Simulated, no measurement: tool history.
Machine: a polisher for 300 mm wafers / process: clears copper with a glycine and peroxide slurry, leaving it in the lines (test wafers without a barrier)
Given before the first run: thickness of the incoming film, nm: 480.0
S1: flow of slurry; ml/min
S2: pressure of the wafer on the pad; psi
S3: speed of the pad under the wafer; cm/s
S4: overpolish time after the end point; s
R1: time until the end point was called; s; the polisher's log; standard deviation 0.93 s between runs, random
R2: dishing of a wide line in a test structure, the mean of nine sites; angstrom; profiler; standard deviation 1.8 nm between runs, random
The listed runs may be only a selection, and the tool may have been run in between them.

| run | day | S1 | S2 | S3 | S4 | R1 | R2 |
|---|---|---|---|---|---|---|---|
| 1 | 0 | 305 | 3.3 | 122 | 24 | 76.528 | 752.34 |
| 2 | 0.142 | 305 | 3.6 | 122 | 25 | 73.002 | 831.66 |
| 3 | 0.404 | 305 | 3.9 | 124 | 25 | 62.857 | 874.98 |
| 4 | 0.562 | 305 | 3.6 | 124 | 25 | 67.811 | 819.9 |
| 5 | 0.621 | 305 | 3.8 | 124 | 26 | 64.319 | 878.96 |
| 6 | 0.971 | 305 | 3.8 | 108 | 26 | 75.793 | 816.07 |
| 7 | 1.2 | 305 | 4 | 108 | 27 | 71.44 | 854.16 |
| 8 | 1.379 | 305 | 4.2 | 108 | 28 | 67.184 | 905.56 |
| 9 | 1.496 | 305 | 4.3 | 108 | 29 | 67.913 | 920.26 |

Run 10 has not been measured yet. What should we expect?
| 10 | 1.779 | 305 | 4.5 | 108 | 29 | ? | ? |

{"run 10": {"R1": 64.408, "R2": 955.34}}
